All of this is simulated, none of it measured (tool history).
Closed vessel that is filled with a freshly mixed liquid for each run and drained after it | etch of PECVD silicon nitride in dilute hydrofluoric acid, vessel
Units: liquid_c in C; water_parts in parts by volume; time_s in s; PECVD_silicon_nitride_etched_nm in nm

run    day  liquid_c  water_parts  time_s  PECVD_silicon_nitride_etched_nm
  1      0        23          270     175                           3.4783
  2  0.162        24          270     175                           3.7454
  3  0.483      24.5          270     175                           3.8201
  4  0.846        25          270     175                           3.9613
  5    1.2      25.5          270     175                           4.0865
     1.388  -- thermometer replaced
  6  1.388      25.5          320     175                           3.0693
  7  1.467        27          320     175                           3.3763
  8  1.512        28          320     175                           3.5949

Forecast run 9:
  9  1.696      28.5          320     175                                ?

{"run 9": {"PECVD_silicon_nitride_etched_nm": 3.672}}
